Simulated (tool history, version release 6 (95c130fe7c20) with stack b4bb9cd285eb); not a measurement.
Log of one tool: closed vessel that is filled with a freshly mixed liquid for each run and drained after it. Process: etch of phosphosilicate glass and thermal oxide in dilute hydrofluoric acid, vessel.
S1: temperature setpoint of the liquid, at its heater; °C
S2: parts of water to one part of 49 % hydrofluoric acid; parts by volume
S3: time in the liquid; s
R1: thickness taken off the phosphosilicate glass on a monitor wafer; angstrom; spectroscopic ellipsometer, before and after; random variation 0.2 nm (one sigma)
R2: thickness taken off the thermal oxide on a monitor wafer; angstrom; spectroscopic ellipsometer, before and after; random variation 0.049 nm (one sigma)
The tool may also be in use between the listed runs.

{"run": 1, "hour": 0.0, "S1": 23.0, "S2": 265, "S3": 60, "R1": 249.78, "R2": 8.7085}
{"run": 2, "hour": 3.1, "S1": 23.0, "S2": 265, "S3": 45, "R1": 186.18, "R2": 6.1763}
{"run": 3, "hour": 9.0, "S1": 25.5, "S2": 225, "S3": 45, "R1": 249.64, "R2": 8.8235}
{"run": 4, "hour": 10.7, "S1": 27.0, "S2": 200, "S3": 45, "R1": 304.48, "R2": 10.656}
{"run": 5, "hour": 13.3, "S1": 28.0, "S2": 185, "S3": 45, "R1": 350.53, "R2": 12.33}
{"run": 6, "hour": 17.4, "S1": 28.0, "S2": 115, "S3": 45, "R1": 606.63, "R2": 21.961}

The next listed run, before its measurement:
{"run": 7, "hour": 25.0, "S1": 25.0, "S2": 120, "S3": 45, "R1": "?", "R2": "?"}

Run 7 gave R1 516.32 angstrom, R2 17.8140 angstrom.
